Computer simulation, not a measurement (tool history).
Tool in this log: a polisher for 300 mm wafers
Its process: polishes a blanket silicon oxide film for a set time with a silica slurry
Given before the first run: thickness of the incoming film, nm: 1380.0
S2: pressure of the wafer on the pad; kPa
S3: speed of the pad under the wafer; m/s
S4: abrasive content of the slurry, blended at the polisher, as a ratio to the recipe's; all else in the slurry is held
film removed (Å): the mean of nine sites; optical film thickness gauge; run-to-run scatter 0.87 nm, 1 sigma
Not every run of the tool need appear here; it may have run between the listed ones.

{"run": 1, "hour": 0.0, "flow of slurry (ml/min)": 120, "S2": 19.3, "S3": 1.18, "S4": 1, "polishing time (s)": 43, "film removed (Å)": 957.92}
{"run": 2, "hour": 1.7, "flow of slurry (ml/min)": 120, "S2": 19.3, "S3": 1.04, "S4": 1, "polishing time (s)": 43, "film removed (Å)": 902.58}
{"run": 3, "hour": 10.3, "flow of slurry (ml/min)": 120, "S2": 19.3, "S3": 1.04, "S4": 1, "polishing time (s)": 39, "film removed (Å)": 817.19}
{"run": 4, "hour": 17.0, "flow of slurry (ml/min)": 120, "S2": 19.3, "S3": 1.04, "S4": 1, "polishing time (s)": 39, "film removed (Å)": 818.39}
{"run": 5, "hour": 18.1, "flow of slurry (ml/min)": 130, "S2": 20.7, "S3": 1.04, "S4": 1, "polishing time (s)": 39, "film removed (Å)": 870.7}
{"run": 6, "hour": 23.9, "flow of slurry (ml/min)": 130, "S2": 22.8, "S3": 1.06, "S4": 1, "polishing time (s)": 39, "film removed (Å)": 968.54}

Estimate the outcome of run 7 from the log above:
{"run": 7, "hour": 25.4, "flow of slurry (ml/min)": 160, "S2": 28.3, "S3": 1.06, "S4": 1, "polishing time (s)": 39, "film removed (Å)": "?"}

film removed (Å): 1258.2

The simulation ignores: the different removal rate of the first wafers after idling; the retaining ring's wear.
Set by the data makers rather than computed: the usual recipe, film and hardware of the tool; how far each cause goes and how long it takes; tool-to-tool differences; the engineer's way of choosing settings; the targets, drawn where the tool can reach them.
